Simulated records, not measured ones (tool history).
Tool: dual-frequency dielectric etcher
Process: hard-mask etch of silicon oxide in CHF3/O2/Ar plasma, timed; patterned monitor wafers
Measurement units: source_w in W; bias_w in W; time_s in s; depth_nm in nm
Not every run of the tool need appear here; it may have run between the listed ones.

run,hour,source_w,bias_w,time_s,depth_nm
1,0,540,137,29.5,49.693
2,5,480,137,29.5,47.32
3,5.9,540,137,29.5,50.022
4,14.3,540,137,31,52.201
5,17.3,520,136,31,51.359
6,18.5,520,136,31,51.382

Estimate the outcome of run 7 from the log above:
7,25.8,500,136,31,?

For run 7 the tool returned depth_nm 50.91 nm.

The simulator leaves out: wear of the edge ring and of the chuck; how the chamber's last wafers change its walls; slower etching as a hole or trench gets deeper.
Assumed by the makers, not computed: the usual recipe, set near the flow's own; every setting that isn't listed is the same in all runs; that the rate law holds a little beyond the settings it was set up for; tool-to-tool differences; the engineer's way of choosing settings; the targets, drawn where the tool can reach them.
